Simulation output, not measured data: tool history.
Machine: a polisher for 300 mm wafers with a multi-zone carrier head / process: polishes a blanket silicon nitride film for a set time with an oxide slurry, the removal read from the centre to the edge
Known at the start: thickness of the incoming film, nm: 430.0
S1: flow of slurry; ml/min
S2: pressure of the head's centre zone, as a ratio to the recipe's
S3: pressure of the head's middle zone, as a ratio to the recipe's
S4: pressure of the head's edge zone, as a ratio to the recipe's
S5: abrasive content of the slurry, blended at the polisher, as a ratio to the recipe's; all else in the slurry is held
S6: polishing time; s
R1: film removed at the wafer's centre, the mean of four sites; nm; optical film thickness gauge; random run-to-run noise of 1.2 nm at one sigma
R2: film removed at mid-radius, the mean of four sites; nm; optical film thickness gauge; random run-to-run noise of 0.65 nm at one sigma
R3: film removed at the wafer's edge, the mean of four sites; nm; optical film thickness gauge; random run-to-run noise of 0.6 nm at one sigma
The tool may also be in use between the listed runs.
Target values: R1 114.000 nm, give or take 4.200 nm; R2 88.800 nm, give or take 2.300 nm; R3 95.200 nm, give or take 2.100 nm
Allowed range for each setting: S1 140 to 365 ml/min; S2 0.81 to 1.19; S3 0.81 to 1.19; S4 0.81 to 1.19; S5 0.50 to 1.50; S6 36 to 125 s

| run | day | S1 | S2 | S3 | S4 | S5 | S6 | R1 | R2 | R3 |
|---|---|---|---|---|---|---|---|---|---|---|
| 1 | 0.000 | 235 | 1.00 | 1.00 | 1.00 | 1.00 | 80 | 63.170 | 63.229 | 62.941 |
| 2 | 0.062 | 245 | 1.03 | 0.99 | 1.01 | 1.10 | 81 | 68.527 | 66.167 | 65.205 |
| 3 | 0.179 | 245 | 1.00 | 0.99 | 1.01 | 1.10 | 81 | 66.831 | 66.579 | 64.881 |
| 4 | 0.321 | 245 | 0.93 | 0.99 | 1.01 | 1.10 | 81 | 60.853 | 66.118 | 65.175 |
| 5 | 0.642 | 220 | 0.93 | 0.99 | 1.01 | 1.10 | 81 | 61.048 | 65.545 | 64.314 |
| 6 | 0.879 | 180 | 0.93 | 0.99 | 1.01 | 1.10 | 81 | 60.023 | 63.571 | 64.275 |
| 7 | 1.171 | 175 | 0.97 | 0.99 | 1.03 | 1.15 | 84 | 65.800 | 66.054 | 67.743 |
| 8 | 1.546 | 175 | 1.00 | 0.99 | 1.04 | 1.20 | 87 | 70.067 | 70.176 | 71.758 |
| 9 | 1.646 | 180 | 1.03 | 0.97 | 1.04 | 1.25 | 89 | 76.765 | 72.961 | 73.867 |
| 10 | 1.771 | 180 | 1.05 | 0.96 | 1.06 | 1.30 | 91 | 77.934 | 73.619 | 77.033 |
| 11 | 2.112 | 245 | 1.15 | 0.87 | 0.96 | 1.50 | 106 | 107.950 | 85.725 | 91.227 |
| 12 | 2.392 | 250 | 1.15 | 0.87 | 0.97 | 1.50 | 106 | 108.390 | 85.410 | 92.444 |
| 13 | 2.729 | 255 | 1.15 | 0.87 | 0.97 | 1.50 | 106 | 110.980 | 86.249 | 91.663 |

Which of these 5 next moves meets every target?
| A | 3.067 | 230 | 1.15 | 0.95 | 0.81 | 1.45 | 108 | ? | ? | ? |
| B | 3.067 | 265 | 1.19 | 0.84 | 0.98 | 1.50 | 108 | ? | ? | ? |
| C | 3.067 | 175 | 1.16 | 0.88 | 0.96 | 1.50 | 113 | ? | ? | ? |
| D | 3.067 | 295 | 1.19 | 0.99 | 0.99 | 1.50 | 99 | ? | ? | ? |
| E | 3.067 | 240 | 1.11 | 0.84 | 0.98 | 1.40 | 106 | ? | ? | ? |

| move | R1 | R2 | R3 |
|---|---|---|---|
| A | 111.290 | 91.557 | 85.059 |
| B | 117.850 | 84.520 | 94.741 |
| C | 115.040 | 88.339 | 95.247 |
| D | 109.230 | 89.622 | 87.694 |
| E | 104.740 | 80.641 | 90.550 |
A: its largest miss is bigger than the last run's
B: the worst result of the last run now meets its target, but another is out of spec
C: every result within its allowed miss
D: its largest miss is bigger than the last run's
E: its largest miss is bigger than the last run's
So the answer is move C, the one that meets all the targets.

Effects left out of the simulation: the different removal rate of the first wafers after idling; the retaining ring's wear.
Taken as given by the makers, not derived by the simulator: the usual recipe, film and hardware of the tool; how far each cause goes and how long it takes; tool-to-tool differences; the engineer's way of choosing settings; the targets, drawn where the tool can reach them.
